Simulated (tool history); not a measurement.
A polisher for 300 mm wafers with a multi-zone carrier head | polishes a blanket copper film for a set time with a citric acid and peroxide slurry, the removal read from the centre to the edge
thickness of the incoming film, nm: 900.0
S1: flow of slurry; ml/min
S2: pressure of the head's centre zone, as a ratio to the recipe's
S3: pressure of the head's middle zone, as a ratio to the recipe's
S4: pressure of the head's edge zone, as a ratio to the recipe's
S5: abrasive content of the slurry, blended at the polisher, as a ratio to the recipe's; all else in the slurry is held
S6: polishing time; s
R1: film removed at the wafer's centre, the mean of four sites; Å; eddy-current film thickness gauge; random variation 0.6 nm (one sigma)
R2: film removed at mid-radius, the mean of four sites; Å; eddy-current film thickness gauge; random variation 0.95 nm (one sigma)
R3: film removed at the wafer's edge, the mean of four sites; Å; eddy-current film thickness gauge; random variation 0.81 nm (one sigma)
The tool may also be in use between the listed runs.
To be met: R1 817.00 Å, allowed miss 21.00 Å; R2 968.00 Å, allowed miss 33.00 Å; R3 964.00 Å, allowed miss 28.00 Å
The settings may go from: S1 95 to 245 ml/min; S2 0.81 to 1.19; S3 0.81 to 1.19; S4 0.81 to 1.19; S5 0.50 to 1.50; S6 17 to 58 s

| run | hour | S1 | S2 | S3 | S4 | S5 | S6 | R1 | R2 | R3 |
|---|---|---|---|---|---|---|---|---|---|---|
| 1 | 0.0 | 155 | 1.00 | 1.00 | 1.00 | 1.00 | 37 | 620.54 | 625.62 | 641.86 |
| 2 | 4.2 | 155 | 0.94 | 1.00 | 1.00 | 1.00 | 37 | 589.99 | 622.72 | 646.56 |
| 3 | 12.4 | 155 | 0.99 | 1.00 | 1.00 | 1.00 | 37 | 613.72 | 622.77 | 637.17 |
| 4 | 18.4 | 155 | 0.92 | 1.00 | 1.00 | 1.00 | 37 | 573.96 | 629.61 | 639.46 |
| 5 | 19.2 | 155 | 0.92 | 1.00 | 1.08 | 1.00 | 37 | 580.58 | 625.80 | 666.15 |
| 6 | 21.2 | 155 | 0.92 | 1.00 | 1.08 | 1.15 | 37 | 595.84 | 642.55 | 686.34 |
| 7 | 24.6 | 160 | 0.92 | 1.01 | 1.09 | 1.20 | 38 | 607.11 | 668.26 | 711.25 |
| 8 | 33.5 | 200 | 0.99 | 1.11 | 1.17 | 1.45 | 48 | 884.96 | 970.61 | 982.09 |
| 9 | 36.6 | 195 | 0.98 | 1.11 | 1.17 | 1.45 | 48 | 888.40 | 981.74 | 979.04 |
| 10 | 40.6 | 190 | 0.97 | 1.11 | 1.17 | 1.45 | 48 | 864.15 | 964.66 | 969.92 |
| 11 | 49.0 | 190 | 0.96 | 1.11 | 1.17 | 1.45 | 48 | 864.23 | 963.95 | 969.14 |
| 12 | 56.8 | 190 | 0.95 | 1.11 | 1.17 | 1.45 | 48 | 854.25 | 961.01 | 964.99 |
| 13 | 63.3 | 190 | 0.94 | 1.11 | 1.17 | 1.45 | 48 | 835.40 | 976.40 | 965.86 |

Which of these 5 next moves meets every target?
| A | 69.8 | 210 | 0.90 | 1.11 | 1.16 | 1.50 | 47 | ? | ? | ? |
| B | 69.8 | 170 | 0.93 | 1.19 | 1.17 | 1.45 | 49 | ? | ? | ? |
| C | 69.8 | 190 | 0.94 | 1.09 | 1.19 | 1.50 | 49 | ? | ? | ? |
| D | 69.8 | 190 | 0.95 | 1.09 | 1.16 | 1.50 | 48 | ? | ? | ? |
| E | 69.8 | 150 | 0.86 | 1.17 | 1.10 | 1.50 | 51 | ? | ? | ? |

| move | R1 | R2 | R3 |
|---|---|---|---|
| A | 826.59 | 955.64 | 974.64 |
| B | 848.31 | 1016.10 | 987.96 |
| C | 878.98 | 965.79 | 1017.40 |
| D | 868.86 | 946.08 | 984.37 |
| E | 808.22 | 1023.00 | 986.65 |
A: meets every target
B: further off than the last run
C: further off than the last run
D: further off than the last run
E: brings the result that was furthest off to its target, and leaves another outside
Answer: A
